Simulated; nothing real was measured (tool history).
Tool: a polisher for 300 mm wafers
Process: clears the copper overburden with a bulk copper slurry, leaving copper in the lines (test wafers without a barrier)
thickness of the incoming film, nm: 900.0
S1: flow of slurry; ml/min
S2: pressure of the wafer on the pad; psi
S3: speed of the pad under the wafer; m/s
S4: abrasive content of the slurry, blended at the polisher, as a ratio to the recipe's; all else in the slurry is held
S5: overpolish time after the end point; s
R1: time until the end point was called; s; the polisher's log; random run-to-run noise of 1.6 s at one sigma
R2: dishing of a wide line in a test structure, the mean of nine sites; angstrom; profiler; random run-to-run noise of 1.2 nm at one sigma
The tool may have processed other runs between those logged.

Run 1, hour 0.0: S1 250 ml/min, S2 2.2 psi, S3 1.30 m/s, S4 1.0, S5 15 s. Result: R1 103.70 s, R2 761.73 angstrom.
Run 2, hour 8.9: S1 250 ml/min, S2 2.1 psi, S3 1.30 m/s, S4 1.0, S5 15 s. Result: R1 110.15 s, R2 749.35 angstrom.
Run 3, hour 15.5: S1 250 ml/min, S2 2.0 psi, S3 1.30 m/s, S4 1.0, S5 14 s. Result: R1 111.66 s, R2 704.28 angstrom.
Run 4, hour 22.6: S1 225 ml/min, S2 2.0 psi, S3 1.30 m/s, S4 1.0, S5 14 s. Result: R1 111.93 s, R2 718.87 angstrom.
Run 5, hour 28.0: S1 225 ml/min, S2 1.9 psi, S3 1.30 m/s, S4 1.0, S5 14 s. Result: R1 117.24 s, R2 648.89 angstrom.
Run 6, hour 31.0: S1 225 ml/min, S2 2.2 psi, S3 1.30 m/s, S4 1.0, S5 14 s. Result: R1 106.92 s, R2 741.09 angstrom.

Expected results for the next run?
Run 7, hour 34.4: S1 220 ml/min, S2 2.0 psi, S3 1.30 m/s, S4 1.0, S5 14 s. Result: R1 ?, R2 ?.

{"run 7": {"R1": 112.38, "R2": 669.24}}
